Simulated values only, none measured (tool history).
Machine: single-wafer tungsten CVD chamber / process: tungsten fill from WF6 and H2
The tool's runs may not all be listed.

run	hour	heater temperature setpoint (K)	chamber pressure (Pa)	deposition time (s)	mean film thickness on the monitor wafer (Å)
1	0.0	653.15	7093	11.43	324.19
2	0.6	650.15	7066	11.43	308.54
3	4.8	650.15	7066	11.43	305.65
4	10.7	646.15	7066	11.43	285.50
5	15.4	646.15	5893	11.43	256.79
6	16.6	637.15	5893	11.43	220.41
7	22.3	638.15	5906	11.43	223.95

What will run 8 give?
8	31.3	639.15	5906	11.43	?

{"run 8": {"mean film thickness on the monitor wafer (Å)": 228.56}}
